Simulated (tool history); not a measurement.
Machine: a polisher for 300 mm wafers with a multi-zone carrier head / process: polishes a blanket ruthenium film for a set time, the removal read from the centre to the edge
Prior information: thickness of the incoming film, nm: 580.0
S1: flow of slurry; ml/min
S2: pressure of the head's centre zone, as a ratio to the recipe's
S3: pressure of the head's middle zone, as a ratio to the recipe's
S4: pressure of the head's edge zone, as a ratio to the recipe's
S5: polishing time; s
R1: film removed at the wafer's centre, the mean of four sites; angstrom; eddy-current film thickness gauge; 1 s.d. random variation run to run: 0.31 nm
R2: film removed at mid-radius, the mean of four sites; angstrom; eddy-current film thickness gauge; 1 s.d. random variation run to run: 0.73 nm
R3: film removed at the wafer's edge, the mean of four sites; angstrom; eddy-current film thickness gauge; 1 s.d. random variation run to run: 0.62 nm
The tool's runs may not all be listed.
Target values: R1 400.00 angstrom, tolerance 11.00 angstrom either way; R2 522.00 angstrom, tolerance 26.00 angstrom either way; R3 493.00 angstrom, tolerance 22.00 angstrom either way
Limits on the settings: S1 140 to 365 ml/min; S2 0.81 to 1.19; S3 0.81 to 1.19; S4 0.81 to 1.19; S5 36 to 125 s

{"run": 1, "hour": 0.0, "S1": 235, "S2": 1.0, "S3": 1.0, "S4": 1.0, "S5": 80, "R1": 699.63, "R2": 692.0, "R3": 696.07}
{"run": 2, "hour": 5.6, "S1": 235, "S2": 1.0, "S3": 1.0, "S4": 1.0, "S5": 72, "R1": 638.86, "R2": 626.39, "R3": 604.73}
{"run": 3, "hour": 13.8, "S1": 205, "S2": 1.0, "S3": 1.0, "S4": 1.0, "S5": 72, "R1": 615.09, "R2": 609.05, "R3": 612.61}
{"run": 4, "hour": 22.1, "S1": 200, "S2": 0.98, "S3": 1.01, "S4": 1.0, "S5": 71, "R1": 592.86, "R2": 609.25, "R3": 600.09}
{"run": 5, "hour": 29.9, "S1": 230, "S2": 0.98, "S3": 1.01, "S4": 1.0, "S5": 71, "R1": 615.97, "R2": 618.6, "R3": 599.18}
{"run": 6, "hour": 32.7, "S1": 230, "S2": 0.92, "S3": 1.01, "S4": 1.0, "S5": 71, "R1": 578.61, "R2": 617.84, "R3": 602.29}
{"run": 7, "hour": 37.2, "S1": 230, "S2": 0.92, "S3": 1.01, "S4": 1.0, "S5": 71, "R1": 578.77, "R2": 608.38, "R3": 616.23}
{"run": 8, "hour": 45.4, "S1": 225, "S2": 0.91, "S3": 1.02, "S4": 1.0, "S5": 69, "R1": 546.13, "R2": 609.38, "R3": 597.6}
{"run": 9, "hour": 46.2, "S1": 225, "S2": 0.91, "S3": 1.02, "S4": 1.0, "S5": 69, "R1": 549.79, "R2": 597.78, "R3": 587.92}
{"run": 10, "hour": 54.1, "S1": 220, "S2": 0.9, "S3": 1.03, "S4": 1.0, "S5": 68, "R1": 539.59, "R2": 589.09, "R3": 578.64}
{"run": 11, "hour": 59.5, "S1": 210, "S2": 0.89, "S3": 1.05, "S4": 1.01, "S5": 67, "R1": 517.9, "R2": 587.12, "R3": 571.51}
{"run": 12, "hour": 60.5, "S1": 205, "S2": 0.88, "S3": 1.06, "S4": 1.01, "S5": 66, "R1": 503.63, "R2": 600.89, "R3": 567.87}
{"run": 13, "hour": 62.8, "S1": 200, "S2": 0.87, "S3": 1.06, "S4": 1.01, "S5": 65, "R1": 486.1, "R2": 583.54, "R3": 545.24}
{"run": 14, "hour": 65.2, "S1": 160, "S2": 0.81, "S3": 1.09, "S4": 1.1, "S5": 56, "R1": 366.18, "R2": 487.1, "R3": 475.31}
{"run": 15, "hour": 69.7, "S1": 165, "S2": 0.81, "S3": 1.09, "S4": 1.1, "S5": 56, "R1": 373.79, "R2": 499.4, "R3": 488.15}
{"run": 16, "hour": 77.1, "S1": 170, "S2": 0.81, "S3": 1.09, "S4": 1.1, "S5": 56, "R1": 374.31, "R2": 489.66, "R3": 483.98}
{"run": 17, "hour": 84.3, "S1": 175, "S2": 0.81, "S3": 1.09, "S4": 1.1, "S5": 56, "R1": 378.32, "R2": 489.8, "R3": 484.5}
{"run": 18, "hour": 90.9, "S1": 180, "S2": 0.81, "S3": 1.09, "S4": 1.1, "S5": 56, "R1": 388.0, "R2": 493.6, "R3": 488.42}
{"run": 19, "hour": 99.8, "S1": 185, "S2": 0.81, "S3": 1.11, "S4": 1.09, "S5": 56, "R1": 389.32, "R2": 501.34, "R3": 485.02}

Which of these 4 next moves meets every target?
{"run": "A", "hour": 108.7, "S1": 190, "S2": 0.89, "S3": 1.13, "S4": 0.99, "S5": 53, "R1": "?", "R2": "?", "R3": "?"}
{"run": "B", "hour": 108.7, "S1": 165, "S2": 0.84, "S3": 1.13, "S4": 1.1, "S5": 58, "R1": "?", "R2": "?", "R3": "?"}
{"run": "C", "hour": 108.7, "S1": 210, "S2": 0.87, "S3": 1.06, "S4": 1.11, "S5": 53, "R1": "?", "R2": "?", "R3": "?"}
{"run": "D", "hour": 108.7, "S1": 170, "S2": 0.82, "S3": 1.09, "S4": 1.14, "S5": 55, "R1": "?", "R2": "?", "R3": "?"}

move=A R1=402.00 R2=490.45 R3=441.65
move=B R1=402.60 R2=522.39 R3=499.08
move=C R1=400.03 R2=472.08 R3=473.58
move=D R1=375.07 R2=483.28 R3=484.39
A: the furthest-off result lands on target, but another misses its tolerance
B: every result lands within tolerance
C: the furthest-off result lands on target, but another misses its tolerance
D: moves away from the targets compared with the last run
Correct choice: B, which meets every target

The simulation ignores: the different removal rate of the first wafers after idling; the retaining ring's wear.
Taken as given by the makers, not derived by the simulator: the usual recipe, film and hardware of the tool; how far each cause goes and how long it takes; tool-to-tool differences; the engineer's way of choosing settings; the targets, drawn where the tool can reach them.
